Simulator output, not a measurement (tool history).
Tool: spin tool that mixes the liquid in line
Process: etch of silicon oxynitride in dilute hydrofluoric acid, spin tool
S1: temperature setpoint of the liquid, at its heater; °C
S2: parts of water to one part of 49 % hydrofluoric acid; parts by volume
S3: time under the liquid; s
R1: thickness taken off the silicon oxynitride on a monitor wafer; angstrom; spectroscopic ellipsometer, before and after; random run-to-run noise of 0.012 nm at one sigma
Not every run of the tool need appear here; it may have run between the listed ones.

| run | hour | S1 | S2 | S3 | R1 |
|---|---|---|---|---|---|
| 1 | 0.0 | 20.0 | 115 | 75 | 13.6840 |
| 2 | 1.1 | 20.0 | 145 | 75 | 10.7040 |
| 3 | 3.4 | 20.0 | 145 | 50 | 7.1581 |
| 4 | 7.7 | 21.5 | 145 | 50 | 7.6947 |
| 5 | 13.7 | 21.5 | 145 | 75 | 11.4220 |
| 6 | 21.1 | 21.5 | 175 | 75 | 9.4252 |
| 7 | 25.6 | 23.5 | 160 | 75 | 11.2410 |
| 8 | 28.3 | 25.0 | 150 | 75 | 13.0680 |

Estimate the outcome of run 9 from the log above:
| 9 | 37.3 | 26.0 | 145 | 75 | ? |

{"run 9": {"R1": 14.063}}

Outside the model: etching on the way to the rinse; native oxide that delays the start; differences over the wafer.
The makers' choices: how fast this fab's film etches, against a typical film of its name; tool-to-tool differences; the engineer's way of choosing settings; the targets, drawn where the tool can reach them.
